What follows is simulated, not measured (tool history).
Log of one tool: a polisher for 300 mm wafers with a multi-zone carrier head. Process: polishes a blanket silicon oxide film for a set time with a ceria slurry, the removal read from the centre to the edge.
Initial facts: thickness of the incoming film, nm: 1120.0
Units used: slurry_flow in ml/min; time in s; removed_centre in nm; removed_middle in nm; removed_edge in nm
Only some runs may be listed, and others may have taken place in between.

Run 1, hour 0.0: slurry_flow 135 ml/min, centre_zone 1.00, middle_zone 1.00, edge_zone 1.00, time 75 s. Result: removed_centre 194.40 nm, removed_middle 196.04 nm, removed_edge 196.02 nm.
Run 2, hour 6.5: slurry_flow 130 ml/min, centre_zone 0.99, middle_zone 0.99, edge_zone 0.98, time 73 s. Result: removed_centre 187.59 nm, removed_middle 188.83 nm, removed_edge 184.29 nm.
Run 3, hour 13.8: slurry_flow 130 ml/min, centre_zone 0.99, middle_zone 1.05, edge_zone 0.98, time 73 s. Result: removed_centre 185.81 nm, removed_middle 196.66 nm, removed_edge 185.75 nm.
Run 4, hour 15.0: slurry_flow 130 ml/min, centre_zone 1.05, middle_zone 1.05, edge_zone 0.98, time 73 s. Result: removed_centre 195.87 nm, removed_middle 202.46 nm, removed_edge 185.62 nm.
Run 5, hour 20.0: slurry_flow 130 ml/min, centre_zone 1.05, middle_zone 1.05, edge_zone 0.91, time 73 s. Result: removed_centre 196.36 nm, removed_middle 198.10 nm, removed_edge 182.33 nm.
Run 6, hour 21.7: slurry_flow 130 ml/min, centre_zone 1.05, middle_zone 1.05, edge_zone 0.91, time 90 s. Result: removed_centre 240.88 nm, removed_middle 243.90 nm, removed_edge 215.42 nm.
Run 7, hour 30.5: slurry_flow 125 ml/min, centre_zone 1.03, middle_zone 1.04, edge_zone 0.90, time 86 s. Result: removed_centre 221.98 nm, removed_middle 228.97 nm, removed_edge 211.00 nm.

Run 8 has not been measured yet. What should we expect?
Run 8, hour 32.8: slurry_flow 140 ml/min, centre_zone 1.04, middle_zone 0.99, edge_zone 0.91, time 65 s. Result: removed_centre ?, removed_middle ?, removed_edge ?.

{"run 8": {"removed_centre": 176.29, "removed_middle": 167.11, "removed_edge": 162.2}}
